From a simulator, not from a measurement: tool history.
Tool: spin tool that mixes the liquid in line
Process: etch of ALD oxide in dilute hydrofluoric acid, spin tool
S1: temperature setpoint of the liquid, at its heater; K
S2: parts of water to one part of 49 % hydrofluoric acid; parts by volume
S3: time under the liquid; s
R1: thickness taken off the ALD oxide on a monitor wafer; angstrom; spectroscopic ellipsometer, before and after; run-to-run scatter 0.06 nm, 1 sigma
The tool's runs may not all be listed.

run 1 day=0.000 | S1=298.15 S2=160 S3=75 | R1=69.945
run 2 day=0.233 | S1=299.65 S2=145 S3=75 | R1=83.170
run 3 day=0.442 | S1=299.65 S2=145 S3=75 | R1=82.714
run 4 day=0.721 | S1=301.65 S2=145 S3=75 | R1=88.933
run 5 day=1.071 | S1=301.65 S2=185 S3=75 | R1=66.257
run 6 day=1.342 | S1=302.65 S2=165 S3=75 | R1=79.357

Estimate the outcome of run 7 from the log above:
run 7 day=1.367 | S1=303.15 S2=150 S3=75 | R1=?

R1: 90.839 angstrom
